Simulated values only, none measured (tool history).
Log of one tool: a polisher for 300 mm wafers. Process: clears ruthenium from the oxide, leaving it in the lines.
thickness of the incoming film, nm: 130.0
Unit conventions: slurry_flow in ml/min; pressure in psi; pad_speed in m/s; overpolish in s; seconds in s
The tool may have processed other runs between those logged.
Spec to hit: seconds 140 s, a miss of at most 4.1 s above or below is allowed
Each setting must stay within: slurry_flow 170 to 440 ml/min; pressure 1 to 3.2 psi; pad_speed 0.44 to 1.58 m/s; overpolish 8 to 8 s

Run 1, hour 0: slurry_flow 280 ml/min, pressure 2.1 psi, pad_speed 1 m/s, overpolish 8 s. Result: seconds 122.49 s.
Run 2, hour 3.6: slurry_flow 280 ml/min, pressure 2.1 psi, pad_speed 1.1 m/s, overpolish 8 s. Result: seconds 111.81 s.
Run 3, hour 6.5: slurry_flow 320 ml/min, pressure 2.1 psi, pad_speed 1.1 m/s, overpolish 8 s. Result: seconds 112.81 s.
Run 4, hour 8.2: slurry_flow 320 ml/min, pressure 2.1 psi, pad_speed 1.1 m/s, overpolish 8 s. Result: seconds 111.32 s.
Run 5, hour 15.3: slurry_flow 320 ml/min, pressure 2 psi, pad_speed 1.1 m/s, overpolish 8 s. Result: seconds 114.41 s.
Run 6, hour 22.4: slurry_flow 320 ml/min, pressure 2 psi, pad_speed 1.1 m/s, overpolish 8 s. Result: seconds 117.81 s.
Run 7, hour 30.3: slurry_flow 320 ml/min, pressure 1.9 psi, pad_speed 1.1 m/s, overpolish 8 s. Result: seconds 120.68 s.
Run 8, hour 34.9: slurry_flow 320 ml/min, pressure 1.8 psi, pad_speed 1.1 m/s, overpolish 8 s. Result: seconds 126.97 s.
Run 9, hour 36: slurry_flow 320 ml/min, pressure 1.8 psi, pad_speed 1.1 m/s, overpolish 8 s. Result: seconds 125.57 s.

Which one of the following 4 next-run settings gets every result inside its allowed miss? There is exactly one.
Run A, hour 37.1: slurry_flow 310 ml/min, pressure 1.9 psi, pad_speed 0.88 m/s, overpolish 8 s. Result: seconds ?.
Run B, hour 37.1: slurry_flow 320 ml/min, pressure 1.7 psi, pad_speed 1.02 m/s, overpolish 8 s. Result: seconds ?.
Run C, hour 37.1: slurry_flow 340 ml/min, pressure 2.1 psi, pad_speed 0.78 m/s, overpolish 8 s. Result: seconds ?.
Run D, hour 37.1: slurry_flow 245 ml/min, pressure 2.1 psi, pad_speed 0.82 m/s, overpolish 8 s. Result: seconds ?.

move  seconds
   A   146.42
   B   140.07
   C   148.54
   D   147.67
A: carries the result that was furthest off beyond its target, to the other side
B: all results in spec
C: carries the result that was furthest off beyond its target, to the other side
D: carries the result that was furthest off beyond its target, to the other side
Move B is the one to make.
